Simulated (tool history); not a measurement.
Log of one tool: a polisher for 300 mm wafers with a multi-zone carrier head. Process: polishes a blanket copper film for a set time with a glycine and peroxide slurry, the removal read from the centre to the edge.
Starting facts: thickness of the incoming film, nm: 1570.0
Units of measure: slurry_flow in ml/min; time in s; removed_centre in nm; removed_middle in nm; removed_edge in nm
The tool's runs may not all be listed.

run 1 hour=0 | slurry_flow=160 centre_zone=1 middle_zone=1 edge_zone=1 time=83 | removed_centre=342.46 removed_middle=345.44 removed_edge=341.05
run 2 hour=7.8 | slurry_flow=165 centre_zone=1.02 middle_zone=1.02 edge_zone=1.01 time=84 | removed_centre=354.51 removed_middle=346.02 removed_edge=347.08
run 3 hour=8.9 | slurry_flow=165 centre_zone=1.02 middle_zone=0.95 edge_zone=1.01 time=84 | removed_centre=356.29 removed_middle=333.27 removed_edge=342.64
run 4 hour=9.6 | slurry_flow=195 centre_zone=1.02 middle_zone=0.95 edge_zone=1.01 time=84 | removed_centre=363.32 removed_middle=341.3 removed_edge=348.98
run 5 hour=12.5 | slurry_flow=200 centre_zone=1.03 middle_zone=0.97 edge_zone=1.01 time=86 | removed_centre=379.75 removed_middle=357.82 removed_edge=364.07
run 6 hour=14 | slurry_flow=220 centre_zone=1.03 middle_zone=0.97 edge_zone=1.01 time=86 | removed_centre=384 removed_middle=363.37 removed_edge=368.92

Run 7, settings as shown, results not yet in. Your forecast:
run 7 hour=22.9 | slurry_flow=220 centre_zone=1.04 middle_zone=0.99 edge_zone=1.01 time=87 | removed_centre=? removed_middle=? removed_edge=?

Run 7 measured removed_centre 395.2 nm, removed_middle 370.69 nm, removed_edge 365.86 nm.

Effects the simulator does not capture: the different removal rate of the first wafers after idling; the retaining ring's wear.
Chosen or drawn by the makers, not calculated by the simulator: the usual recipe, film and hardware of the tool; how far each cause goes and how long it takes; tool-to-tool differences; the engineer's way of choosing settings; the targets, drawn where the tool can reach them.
